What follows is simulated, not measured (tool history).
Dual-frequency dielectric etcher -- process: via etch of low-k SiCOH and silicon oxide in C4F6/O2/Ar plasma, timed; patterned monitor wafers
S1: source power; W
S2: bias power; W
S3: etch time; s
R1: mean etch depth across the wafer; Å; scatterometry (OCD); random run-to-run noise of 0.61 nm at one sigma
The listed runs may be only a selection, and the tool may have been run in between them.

run	day	S1	S2	S3	R1
1	0.000	350	170	53.5	1255.2
2	0.321	350	170	53.5	1268.7
3	0.392	300	170	53.5	1164.3
4	0.608	330	173	53.5	1238.4
5	0.692	360	175	53.5	1290.5
6	0.783	380	177	53.5	1324.7
7	1.021	400	180	53.5	1357.3
8	1.258	410	184	53.5	1397.8
9	1.542	420	185	53.5	1420.7
10	1.892	430	186	53.5	1426.2
11	2.096	440	188	53.5	1457.2
12	2.192	450	189	53.5	1465.5
13	2.238	460	191	53.5	1491.1

Run 14 comes next. What will it give?
14	2.300	460	192	53.5	?

{"run 14": {"R1": 1478.6}}
